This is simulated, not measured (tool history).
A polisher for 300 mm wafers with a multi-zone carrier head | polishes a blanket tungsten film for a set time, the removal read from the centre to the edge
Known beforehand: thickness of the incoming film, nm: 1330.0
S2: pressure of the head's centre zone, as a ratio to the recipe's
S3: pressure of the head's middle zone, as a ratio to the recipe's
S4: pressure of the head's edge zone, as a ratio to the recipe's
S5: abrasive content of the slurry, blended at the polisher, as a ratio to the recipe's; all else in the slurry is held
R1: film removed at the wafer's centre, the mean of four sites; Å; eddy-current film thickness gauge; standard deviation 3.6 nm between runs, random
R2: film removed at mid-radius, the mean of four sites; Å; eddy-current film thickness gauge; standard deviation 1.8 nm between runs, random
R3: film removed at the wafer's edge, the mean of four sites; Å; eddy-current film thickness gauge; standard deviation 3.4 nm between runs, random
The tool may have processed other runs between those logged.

Run 1, hour 0: flow of slurry (ml/min) 285, S2 1, S3 1, S4 1, S5 1, polishing time (s) 72. Result: R1 3526.9 Å, R2 3883.3 Å, R3 3959.3 Å.
Run 2, hour 9: flow of slurry (ml/min) 285, S2 1, S3 1.06, S4 1, S5 1, polishing time (s) 72. Result: R1 3618.3 Å, R2 3931.6 Å, R3 3869.7 Å.
Run 3, hour 14.5: flow of slurry (ml/min) 280, S2 1, S3 1.06, S4 0.98, S5 0.85, polishing time (s) 66. Result: R1 3056.6 Å, R2 3374.5 Å, R3 3416.6 Å.
Run 4, hour 22.2: flow of slurry (ml/min) 280, S2 1, S3 1.06, S4 0.98, S5 0.85, polishing time (s) 74. Result: R1 3446 Å, R2 3763.9 Å, R3 3722.2 Å.
Run 5, hour 24: flow of slurry (ml/min) 215, S2 1, S3 1.06, S4 0.98, S5 0.85, polishing time (s) 74. Result: R1 3335 Å, R2 3696.5 Å, R3 3638.8 Å.
Run 6, hour 25.8: flow of slurry (ml/min) 205, S2 1.02, S3 1.08, S4 0.94, S5 0.75, polishing time (s) 70. Result: R1 2969 Å, R2 3329.3 Å, R3 3171 Å.
Run 7, hour 32.6: flow of slurry (ml/min) 200, S2 1.04, S3 1.07, S4 0.91, S5 0.7, polishing time (s) 68. Result: R1 2888.7 Å, R2 3091.7 Å, R3 2947.3 Å.
Run 8, hour 34.4: flow of slurry (ml/min) 195, S2 1.04, S3 1.07, S4 0.88, S5 0.65, polishing time (s) 67. Result: R1 2760.3 Å, R2 2922.9 Å, R3 2799.7 Å.
Run 9, hour 38.9: flow of slurry (ml/min) 190, S2 1.04, S3 1.08, S4 0.86, S5 0.6, polishing time (s) 66. Result: R1 2565.4 Å, R2 2789 Å, R3 2630.1 Å.
Run 10, hour 39.7: flow of slurry (ml/min) 185, S2 1.04, S3 1.08, S4 0.85, S5 0.6, polishing time (s) 66. Result: R1 2609.5 Å, R2 2763 Å, R3 2592.8 Å.
At hour 43: centre zone pressure recalibrated.
Run 11, hour 43: flow of slurry (ml/min) 180, S2 1.03, S3 1.08, S4 0.84, S5 0.6, polishing time (s) 66. Result: R1 2712.6 Å, R2 2764.2 Å, R3 2575.1 Å.
Run 12, hour 46.1: flow of slurry (ml/min) 185, S2 1.03, S3 1.08, S4 0.84, S5 0.55, polishing time (s) 65. Result: R1 2538 Å, R2 2616.9 Å, R3 2437.2 Å.

For run 13, what comes out?
Run 13, hour 49.7: flow of slurry (ml/min) 185, S2 1.03, S3 1.08, S4 0.85, S5 0.55, polishing time (s) 65. Result: R1 ?, R2 ?, R3 ?.

{"run 13": {"R1": 2619, "R2": 2618.8, "R3": 2410.4}}
